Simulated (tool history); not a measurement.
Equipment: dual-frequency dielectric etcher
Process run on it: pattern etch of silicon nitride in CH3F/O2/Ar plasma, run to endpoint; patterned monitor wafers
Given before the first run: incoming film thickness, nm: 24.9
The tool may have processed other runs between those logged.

{"run": 1, "hour": 0.0, "source power (kW)": 0.36, "bias power (kW)": 0.081, "endpoint time (s)": 35.988}
{"run": 2, "hour": 1.2, "source power (kW)": 0.36, "bias power (kW)": 0.094, "endpoint time (s)": 34.977}
{"run": 3, "hour": 1.7, "source power (kW)": 0.36, "bias power (kW)": 0.086, "endpoint time (s)": 35.433}
{"run": 4, "hour": 2.9, "source power (kW)": 0.33, "bias power (kW)": 0.086, "endpoint time (s)": 36.765}
{"run": 5, "hour": 4.7, "source power (kW)": 0.31, "bias power (kW)": 0.084, "endpoint time (s)": 38.074}
{"run": 6, "hour": 6.1, "source power (kW)": 0.31, "bias power (kW)": 0.089, "endpoint time (s)": 37.851}
{"run": 7, "hour": 12.3, "source power (kW)": 0.3, "bias power (kW)": 0.088, "endpoint time (s)": 38.668}

What will run 8 give?
{"run": 8, "hour": 17.9, "source power (kW)": 0.29, "bias power (kW)": 0.087, "endpoint time (s)": "?"}

{"run 8": {"endpoint time (s)": 39.545}}
